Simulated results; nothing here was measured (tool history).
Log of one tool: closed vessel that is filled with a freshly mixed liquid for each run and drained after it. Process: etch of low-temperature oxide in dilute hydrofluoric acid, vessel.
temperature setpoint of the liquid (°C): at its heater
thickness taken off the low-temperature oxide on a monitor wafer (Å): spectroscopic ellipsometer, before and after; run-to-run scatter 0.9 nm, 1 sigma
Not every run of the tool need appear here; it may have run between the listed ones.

run    day  temperature setpoint of the liquid (°C)  parts of water to one part of 49 % hydrofluoric acid (parts by volume)  time in the liquid (s)  thickness taken off the low-temperature oxide on a monitor wafer (Å)
  1      0                                       25                                                                      95                     260                                                                530.62
  2  0.071                                       23                                                                      95                     260                                                                487.57
  3  0.196                                       23                                                                      95                     280                                                                525.88
  4  0.533                                     25.5                                                                      95                     280                                                                572.56
  5  0.567                                       24                                                                      95                     280                                                                548.14
  6  0.721                                       27                                                                      95                     280                                                                610.17
  7  0.808                                     27.5                                                                      85                     280                                                                 699.6
  8  1.058                                       28                                                                      80                     280                                                                 774.1
  9  1.188                                     28.5                                                                      75                     280                                                                854.63
 10  1.346                                     32.5                                                                      35                     280                                                                2257.9
 11  1.475                                       32                                                                      35                     280                                                                2212.1

Run 12 has not been measured yet. What should we expect?
 12  1.7                                     31.5                                                                      35                     280                                                                     ?

thickness taken off the low-temperature oxide on a monitor wafer (Å): 2153.5
